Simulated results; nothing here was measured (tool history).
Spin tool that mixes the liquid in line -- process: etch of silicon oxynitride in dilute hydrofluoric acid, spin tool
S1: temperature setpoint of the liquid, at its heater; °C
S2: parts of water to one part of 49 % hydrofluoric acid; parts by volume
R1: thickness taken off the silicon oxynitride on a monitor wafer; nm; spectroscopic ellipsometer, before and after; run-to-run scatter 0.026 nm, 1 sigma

{"run": 1, "hour": 0.0, "S1": 24, "S2": 140, "time under the liquid (s)": 280, "R1": 4.5577}
{"run": 2, "hour": 6.2, "S1": 23, "S2": 145, "time under the liquid (s)": 280, "R1": 4.2868}
{"run": 3, "hour": 10.9, "S1": 24, "S2": 145, "time under the liquid (s)": 280, "R1": 4.376}
{"run": 4, "hour": 14.2, "S1": 23.5, "S2": 150, "time under the liquid (s)": 280, "R1": 4.1591}
{"run": 5, "hour": 18.1, "S1": 23, "S2": 155, "time under the liquid (s)": 280, "R1": 3.9095}
{"run": 6, "hour": 25.9, "S1": 23, "S2": 155, "time under the liquid (s)": 280, "R1": 3.9194}
{"run": 7, "hour": 33.1, "S1": 22.5, "S2": 155, "time under the liquid (s)": 280, "R1": 3.8055}
{"run": 8, "hour": 34.4, "S1": 22, "S2": 155, "time under the liquid (s)": 280, "R1": 3.6844}
{"run": 9, "hour": 42.2, "S1": 21.5, "S2": 155, "time under the liquid (s)": 280, "R1": 3.6509}

What does the tool deliver on the next run?
{"run": 10, "hour": 48.4, "S1": 21, "S2": 155, "time under the liquid (s)": 280, "R1": "?"}

Run 10 produced R1 3.5673 nm.
